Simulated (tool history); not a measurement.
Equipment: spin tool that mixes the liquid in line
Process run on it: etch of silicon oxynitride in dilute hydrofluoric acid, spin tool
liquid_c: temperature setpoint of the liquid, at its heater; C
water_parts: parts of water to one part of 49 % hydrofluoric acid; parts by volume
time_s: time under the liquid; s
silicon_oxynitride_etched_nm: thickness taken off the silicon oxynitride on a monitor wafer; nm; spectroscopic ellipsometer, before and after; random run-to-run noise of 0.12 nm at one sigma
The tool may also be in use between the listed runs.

| run | day | liquid_c | water_parts | time_s | silicon_oxynitride_etched_nm |
|---|---|---|---|---|---|
| 1 | 0 | 22 | 170 | 295 | 3.788 |
| 2 | 0.025 | 24 | 155 | 295 | 4.5309 |
| 3 | 0.092 | 25 | 145 | 295 | 5.0475 |
| 4 | 0.25 | 25 | 105 | 295 | 7.3149 |
| 5 | 0.529 | 27 | 105 | 295 | 7.8088 |
| 6 | 0.646 | 27 | 65 | 295 | 13.179 |
| 7 | 0.979 | 25 | 80 | 295 | 9.8796 |
| 8 | 1.196 | 21 | 90 | 295 | 7.2821 |

For run 9, what comes out?
| 9 | 1.542 | 20.5 | 90 | 295 | ? |

silicon_oxynitride_etched_nm: 7.2118 nm
